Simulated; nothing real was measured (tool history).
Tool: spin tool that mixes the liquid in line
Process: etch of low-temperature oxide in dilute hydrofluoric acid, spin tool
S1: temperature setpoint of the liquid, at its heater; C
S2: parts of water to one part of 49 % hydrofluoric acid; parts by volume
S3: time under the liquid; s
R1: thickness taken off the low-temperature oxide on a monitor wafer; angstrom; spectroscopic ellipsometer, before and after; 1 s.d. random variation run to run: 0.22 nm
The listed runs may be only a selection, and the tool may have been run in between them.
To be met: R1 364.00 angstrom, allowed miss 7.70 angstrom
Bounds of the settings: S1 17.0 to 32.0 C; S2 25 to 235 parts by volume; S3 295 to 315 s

| run | day | S1 | S2 | S3 | R1 |
|---|---|---|---|---|---|
| 1 | 0.000 | 24.0 | 130 | 295 | 594.03 |
| 2 | 0.088 | 24.0 | 130 | 295 | 591.79 |
| 3 | 0.379 | 22.5 | 135 | 295 | 535.73 |
| 4 | 0.421 | 22.5 | 135 | 315 | 568.54 |
| 5 | 0.696 | 21.0 | 140 | 315 | 508.99 |
| 6 | 1.033 | 18.5 | 140 | 315 | 463.61 |
| 7 | 1.317 | 18.5 | 140 | 315 | 465.14 |
|  | 1.525 | thermometer replaced |
| 8 | 1.525 | 18.0 | 145 | 315 | 461.59 |
| 9 | 1.671 | 18.0 | 150 | 315 | 445.45 |
| 10 | 1.721 | 18.0 | 155 | 315 | 422.84 |
| 11 | 1.750 | 18.0 | 160 | 315 | 414.88 |
| 12 | 1.779 | 18.0 | 165 | 315 | 396.57 |

5 candidate next runs follow, results not yet known. Just one meets every target within its allowed miss. Identify it.
| A | 1.808 | 18.0 | 175 | 310 | ? |
| B | 1.808 | 18.5 | 150 | 300 | ? |
| C | 1.808 | 20.0 | 165 | 310 | ? |
| D | 1.808 | 17.0 | 155 | 295 | ? |
| E | 1.808 | 21.5 | 180 | 300 | ? |

| move | R1 |
|---|---|
| A | 365.41 |
| B | 431.42 |
| C | 423.79 |
| D | 384.37 |
| E | 392.44 |
A: all results in spec
B: the biggest miss grows against the last run
C: the biggest miss grows against the last run
D: moves toward the targets from the last run without getting all of them in spec
E: moves toward the targets from the last run without getting all of them in spec
Go with A: it meets all targets.
